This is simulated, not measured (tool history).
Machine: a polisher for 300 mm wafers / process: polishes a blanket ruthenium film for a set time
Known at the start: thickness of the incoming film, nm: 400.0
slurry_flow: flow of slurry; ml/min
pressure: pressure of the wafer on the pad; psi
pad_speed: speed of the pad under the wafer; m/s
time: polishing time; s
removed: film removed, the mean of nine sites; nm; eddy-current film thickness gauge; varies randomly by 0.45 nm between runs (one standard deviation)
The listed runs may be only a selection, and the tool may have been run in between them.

run,hour,slurry_flow,pressure,pad_speed,time,removed
1,0,195,2.1,0.94,95,103.07
2,2.2,195,2.1,0.94,99,106.63
3,8.8,195,2,0.92,99,98.832
4,10.6,195,1.9,0.9,99,92.392
5,14.3,195,1.8,0.88,99,85.331
# hour 16.5: head pressure recalibrated
6,16.5,195,1.7,0.86,99,85.924
7,17.6,195,1.6,0.82,99,76.133
8,20.7,195,1.5,0.8,99,69.731
9,23.9,195,1.4,0.78,99,64.408
10,27.3,190,1.2,0.74,99,53.399
11,33.1,190,1.2,0.74,99,51.912

Estimate the outcome of run 12 from the log above:
12,34.2,185,1.2,0.74,99,?

removed: 52.935 nm
